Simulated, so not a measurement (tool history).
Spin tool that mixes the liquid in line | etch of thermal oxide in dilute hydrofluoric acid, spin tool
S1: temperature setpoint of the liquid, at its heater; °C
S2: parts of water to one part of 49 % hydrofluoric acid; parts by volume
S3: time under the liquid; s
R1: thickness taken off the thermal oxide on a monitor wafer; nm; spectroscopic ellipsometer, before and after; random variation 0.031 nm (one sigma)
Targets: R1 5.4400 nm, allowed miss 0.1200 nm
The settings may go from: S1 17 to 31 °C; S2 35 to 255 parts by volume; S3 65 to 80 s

run	hour	S1	S2	S3	R1
1	0.0	23	145	80	2.1703
2	1.8	24	135	80	2.4443
3	3.5	25	125	80	2.7711
4	10.1	28	125	80	3.1248
5	12.5	31	125	80	3.5015
6	15.1	31	125	65	2.8496
7	16.7	31	115	65	3.1419
8	20.1	31	105	65	3.4952
9	22.2	31	95	65	3.9178
10	25.3	31	90	65	4.1405
11	31.3	31	85	65	4.4156
12	40.3	31	80	65	4.7633
13	49.4	31	75	65	5.0763
# hour 56.1: thermometer replaced
14	56.1	31	65	65	6.3899
15	63.3	30	65	65	6.1550

Which of these 4 next moves meets every target?
A	70.5	27	75	80	?
B	70.5	29	80	80	?
C	70.5	31	75	65	?
D	70.5	28	65	65	?

move	R1
A	5.8067
B	5.8434
C	5.5072
D	5.7421
A: nearer than the last run, and not there yet
B: nearer than the last run, and not there yet
C: meets every target
D: nearer than the last run, and not there yet
Answer: C

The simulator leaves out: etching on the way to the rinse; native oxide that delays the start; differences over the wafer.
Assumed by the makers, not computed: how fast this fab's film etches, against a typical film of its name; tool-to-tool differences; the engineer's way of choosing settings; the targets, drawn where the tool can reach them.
